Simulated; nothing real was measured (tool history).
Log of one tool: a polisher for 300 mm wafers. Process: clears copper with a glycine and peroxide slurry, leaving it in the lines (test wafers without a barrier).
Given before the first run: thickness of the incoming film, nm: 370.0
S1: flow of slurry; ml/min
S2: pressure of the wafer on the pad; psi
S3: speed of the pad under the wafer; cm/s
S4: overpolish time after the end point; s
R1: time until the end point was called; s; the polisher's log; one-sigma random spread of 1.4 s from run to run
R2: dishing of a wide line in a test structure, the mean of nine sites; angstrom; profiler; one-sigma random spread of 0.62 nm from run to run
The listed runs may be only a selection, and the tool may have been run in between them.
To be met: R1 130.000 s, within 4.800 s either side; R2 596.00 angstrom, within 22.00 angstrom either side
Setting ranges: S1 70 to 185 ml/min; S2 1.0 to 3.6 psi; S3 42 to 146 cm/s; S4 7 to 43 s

| run | hour | S1 | S2 | S3 | S4 | R1 | R2 |
|---|---|---|---|---|---|---|---|
| 1 | 0.0 | 120 | 2.3 | 94 | 22 | 101.710 | 542.85 |
| 2 | 8.0 | 120 | 2.7 | 94 | 22 | 88.418 | 604.53 |
| 3 | 13.3 | 120 | 3.1 | 94 | 22 | 79.212 | 670.05 |
| 4 | 19.6 | 135 | 3.1 | 94 | 22 | 78.178 | 688.60 |
| 5 | 24.7 | 130 | 2.8 | 92 | 24 | 85.838 | 673.46 |
| 6 | 27.0 | 130 | 2.8 | 102 | 24 | 80.258 | 707.19 |
| 7 | 33.1 | 125 | 2.5 | 100 | 26 | 90.380 | 698.72 |
|  | 38.5 | worn pad replaced by a new one |
| 8 | 38.5 | 120 | 2.3 | 100 | 27 | 85.706 | 726.31 |
| 9 | 39.0 | 125 | 2.0 | 96 | 28 | 98.831 | 647.19 |
| 10 | 39.7 | 125 | 1.8 | 94 | 30 | 108.580 | 644.96 |
| 11 | 47.2 | 125 | 1.7 | 94 | 31 | 111.230 | 631.54 |
| 12 | 51.4 | 125 | 1.6 | 94 | 32 | 116.080 | 623.00 |
| 13 | 54.7 | 125 | 1.5 | 94 | 33 | 122.830 | 620.46 |

Of the 5 settings listed for the next run, only one would bring every result within its allowed miss of target. Which one?
| A | 58.0 | 110 | 1.7 | 94 | 32 | ? | ? |
| B | 58.0 | 125 | 1.4 | 78 | 36 | ? | ? |
| C | 58.0 | 135 | 1.6 | 92 | 27 | ? | ? |
| D | 58.0 | 135 | 1.3 | 80 | 38 | ? | ? |
| E | 58.0 | 135 | 1.4 | 90 | 33 | ? | ? |

| move | R1 | R2 |
|---|---|---|
| A | 112.980 | 642.59 |
| B | 141.030 | 590.82 |
| C | 115.580 | 555.44 |
| D | 144.170 | 599.95 |
| E | 128.530 | 589.11 |
A: the biggest miss grows against the last run
B: takes the result that was furthest off past its target
C: the biggest miss grows against the last run
D: takes the result that was furthest off past its target
E: each result inside its tolerance
Go with E: it meets all targets.
